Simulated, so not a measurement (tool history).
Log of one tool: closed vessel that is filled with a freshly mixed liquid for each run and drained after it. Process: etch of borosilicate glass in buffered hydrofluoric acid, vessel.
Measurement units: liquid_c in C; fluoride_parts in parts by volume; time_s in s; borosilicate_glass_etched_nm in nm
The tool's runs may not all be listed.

Run 1, day 0.000: liquid_c 21.0 C, fluoride_parts 13.5 parts by volume, time_s 105 s. Result: borosilicate_glass_etched_nm 75.947 nm.
Run 2, day 0.042: liquid_c 21.0 C, fluoride_parts 12.0 parts by volume, time_s 105 s. Result: borosilicate_glass_etched_nm 85.389 nm.
Run 3, day 0.392: liquid_c 21.0 C, fluoride_parts 15.0 parts by volume, time_s 105 s. Result: borosilicate_glass_etched_nm 68.165 nm.
Run 4, day 0.442: liquid_c 17.5 C, fluoride_parts 15.0 parts by volume, time_s 105 s. Result: borosilicate_glass_etched_nm 56.173 nm.
Run 5, day 0.625: liquid_c 17.0 C, fluoride_parts 15.0 parts by volume, time_s 105 s. Result: borosilicate_glass_etched_nm 54.620 nm.
Run 6, day 0.750: liquid_c 19.5 C, fluoride_parts 15.0 parts by volume, time_s 105 s. Result: borosilicate_glass_etched_nm 63.080 nm.
Run 7, day 1.071: liquid_c 20.5 C, fluoride_parts 14.5 parts by volume, time_s 105 s. Result: borosilicate_glass_etched_nm 68.937 nm.
Run 8, day 1.183: liquid_c 21.5 C, fluoride_parts 14.0 parts by volume, time_s 105 s. Result: borosilicate_glass_etched_nm 75.497 nm.

Predict the results of run 9:
Run 9, day 1.354: liquid_c 25.5 C, fluoride_parts 9.5 parts by volume, time_s 105 s. Result: borosilicate_glass_etched_nm ?.

borosilicate_glass_etched_nm: 133.970 nm
